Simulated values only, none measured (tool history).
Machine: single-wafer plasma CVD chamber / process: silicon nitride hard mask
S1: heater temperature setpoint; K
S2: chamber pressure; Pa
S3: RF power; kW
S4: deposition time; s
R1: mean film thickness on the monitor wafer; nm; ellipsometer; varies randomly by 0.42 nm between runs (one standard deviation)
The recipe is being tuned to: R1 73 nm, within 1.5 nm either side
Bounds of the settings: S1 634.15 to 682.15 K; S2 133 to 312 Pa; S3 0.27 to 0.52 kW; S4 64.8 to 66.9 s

run,hour,S1,S2,S3,S4,R1
1,0,658.15,223,0.395,64.8,82.491
2,9,658.15,223,0.395,64.8,83.423
3,11.1,658.15,223,0.435,64.8,89.312
4,11.9,658.15,223,0.435,64.8,88.4
5,20.1,658.15,205,0.42,64.8,84.536
6,23,658.15,205,0.42,64.8,84.979
7,30.5,658.15,192,0.405,64.8,80.071
8,37,658.15,181,0.405,64.8,80.2
9,44.7,658.15,172,0.4,64.8,78.002
10,53.2,658.15,133,0.39,64.8,70.25

Which one of the following 5 next-run settings gets every result inside its allowed miss? There is exactly one.
A,61.7,660.15,137,0.38,66.9,?
B,61.7,643.15,168,0.37,66.9,?
C,61.7,642.15,147,0.4,66.9,?
D,61.7,656.15,140,0.36,66,?
E,61.7,659.15,133,0.355,64.8,?

move,R1
A,73.094
B,76.789
C,77.662
D,70.066
E,67.042
A: all results land within tolerance of their targets
B: takes the biggest miss from the last run beyond its target
C: takes the biggest miss from the last run beyond its target
D: misses by more than the last run did
E: misses by more than the last run did
The right move is A.

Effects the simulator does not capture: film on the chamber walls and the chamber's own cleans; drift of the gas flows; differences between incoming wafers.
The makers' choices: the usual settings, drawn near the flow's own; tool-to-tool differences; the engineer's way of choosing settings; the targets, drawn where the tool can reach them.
